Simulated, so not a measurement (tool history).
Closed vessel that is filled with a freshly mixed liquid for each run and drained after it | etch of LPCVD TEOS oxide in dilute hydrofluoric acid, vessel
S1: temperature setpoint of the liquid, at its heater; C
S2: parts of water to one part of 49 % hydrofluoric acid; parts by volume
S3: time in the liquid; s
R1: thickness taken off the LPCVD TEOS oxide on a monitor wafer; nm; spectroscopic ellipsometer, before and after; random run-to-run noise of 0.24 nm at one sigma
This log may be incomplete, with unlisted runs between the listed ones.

{"run": 1, "hour": 0.0, "S1": 22.0, "S2": 180, "S3": 195, "R1": 47.054}
{"run": 2, "hour": 8.3, "S1": 22.0, "S2": 180, "S3": 195, "R1": 47.486}
{"run": 3, "hour": 10.4, "S1": 21.5, "S2": 180, "S3": 195, "R1": 45.445}
{"run": 4, "hour": 16.3, "S1": 19.0, "S2": 180, "S3": 195, "R1": 41.687}
{"run": 5, "hour": 19.2, "S1": 19.0, "S2": 235, "S3": 195, "R1": 30.241}
{"run": 6, "hour": 22.1, "S1": 22.0, "S2": 235, "S3": 195, "R1": 34.029}
{"run": 7, "hour": 28.1, "S1": 22.5, "S2": 235, "S3": 195, "R1": 34.366}

Predict the results of run 8:
{"run": 8, "hour": 34.2, "S1": 23.0, "S2": 235, "S3": 195, "R1": "?"}

R1: 35.315 nm
